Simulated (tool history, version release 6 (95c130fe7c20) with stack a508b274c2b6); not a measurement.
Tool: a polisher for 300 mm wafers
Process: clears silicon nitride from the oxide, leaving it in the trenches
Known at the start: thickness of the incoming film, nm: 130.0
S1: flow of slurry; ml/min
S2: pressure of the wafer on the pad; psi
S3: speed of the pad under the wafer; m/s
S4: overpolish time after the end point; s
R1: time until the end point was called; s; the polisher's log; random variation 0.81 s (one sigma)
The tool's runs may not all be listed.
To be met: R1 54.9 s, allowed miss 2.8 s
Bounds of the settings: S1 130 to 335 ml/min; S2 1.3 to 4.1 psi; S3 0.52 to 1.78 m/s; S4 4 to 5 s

{"run": 1, "hour": 0.0, "S1": 215, "S2": 2.7, "S3": 1.14, "S4": 5, "R1": 102.03}
{"run": 2, "hour": 3.0, "S1": 215, "S2": 2.2, "S3": 1.14, "S4": 5, "R1": 124.5}
{"run": 3, "hour": 7.7, "S1": 215, "S2": 2.8, "S3": 1.18, "S4": 5, "R1": 96.623}
{"run": 4, "hour": 11.5, "S1": 175, "S2": 2.8, "S3": 1.18, "S4": 5, "R1": 98.999}
{"run": 5, "hour": 15.9, "S1": 220, "S2": 2.8, "S3": 1.18, "S4": 5, "R1": 94.319}
{"run": 6, "hour": 20.3, "S1": 225, "S2": 3.2, "S3": 1.2, "S4": 5, "R1": 81.969}
{"run": 7, "hour": 23.0, "S1": 225, "S2": 3.5, "S3": 1.24, "S4": 5, "R1": 72.895}
{"run": 8, "hour": 31.4, "S1": 225, "S2": 3.7, "S3": 1.28, "S4": 5, "R1": 67.742}
{"run": 9, "hour": 35.3, "S1": 230, "S2": 3.8, "S3": 1.32, "S4": 5, "R1": 62.159}
{"run": 10, "hour": 37.4, "S1": 230, "S2": 3.9, "S3": 1.34, "S4": 5, "R1": 60.108}
{"run": 11, "hour": 39.1, "S1": 230, "S2": 4, "S3": 1.36, "S4": 5, "R1": 58.748}
{"run": 12, "hour": 41.9, "S1": 235, "S2": 4, "S3": 1.38, "S4": 5, "R1": 58.756}

Which of these 5 next moves meets every target?
{"run": "A", "hour": 44.7, "S1": 240, "S2": 3.1, "S3": 1.52, "S4": 4, "R1": "?"}
{"run": "B", "hour": 44.7, "S1": 190, "S2": 4, "S3": 1.48, "S4": 5, "R1": "?"}
{"run": "C", "hour": 44.7, "S1": 245, "S2": 4.1, "S3": 1.14, "S4": 5, "R1": "?"}
{"run": "D", "hour": 44.7, "S1": 195, "S2": 3.4, "S3": 1.56, "S4": 5, "R1": "?"}
{"run": "E", "hour": 44.7, "S1": 215, "S2": 3.8, "S3": 1.36, "S4": 5, "R1": "?"}

move=A R1=66.455
move=B R1=54.337
move=C R1=66.801
move=D R1=60.35
move=E R1=61.327
A: further off than the last run
B: meets every target
C: further off than the last run
D: further off than the last run
E: further off than the last run
Move B is the one to make.
